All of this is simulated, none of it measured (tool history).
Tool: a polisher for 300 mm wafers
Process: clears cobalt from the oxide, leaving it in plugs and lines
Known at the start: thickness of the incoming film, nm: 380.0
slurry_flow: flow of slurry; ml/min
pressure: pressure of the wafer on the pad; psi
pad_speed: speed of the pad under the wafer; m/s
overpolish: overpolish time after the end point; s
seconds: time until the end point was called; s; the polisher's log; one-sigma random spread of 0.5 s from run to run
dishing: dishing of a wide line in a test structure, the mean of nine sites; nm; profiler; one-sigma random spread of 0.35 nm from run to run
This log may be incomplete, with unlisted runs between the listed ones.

run 1 hour=0.0 | slurry_flow=285 pressure=1.9 pad_speed=1.20 overpolish=22 | seconds=90.722 dishing=26.068
run 2 hour=6.9 | slurry_flow=285 pressure=1.9 pad_speed=1.20 overpolish=19 | seconds=89.214 dishing=25.486
run 3 hour=9.3 | slurry_flow=225 pressure=1.9 pad_speed=1.20 overpolish=19 | seconds=91.940 dishing=25.540
run 4 hour=14.0 | slurry_flow=225 pressure=1.9 pad_speed=0.94 overpolish=19 | seconds=106.090 dishing=24.498
run 5 hour=21.9 | slurry_flow=275 pressure=1.9 pad_speed=0.94 overpolish=19 | seconds=101.930 dishing=25.485
-- hour=29.4 worn pad replaced by a new one
run 6 hour=29.4 | slurry_flow=250 pressure=2.2 pad_speed=0.94 overpolish=16 | seconds=81.138 dishing=25.092
run 7 hour=31.6 | slurry_flow=230 pressure=2.3 pad_speed=0.90 overpolish=14 | seconds=80.722 dishing=24.681

Run 8 comes next. What will it give?
run 8 hour=38.9 | slurry_flow=170 pressure=2.9 pad_speed=0.92 overpolish=7 | seconds=? dishing=?

For run 8 the tool returned seconds 66.013 s, dishing 21.137 nm.

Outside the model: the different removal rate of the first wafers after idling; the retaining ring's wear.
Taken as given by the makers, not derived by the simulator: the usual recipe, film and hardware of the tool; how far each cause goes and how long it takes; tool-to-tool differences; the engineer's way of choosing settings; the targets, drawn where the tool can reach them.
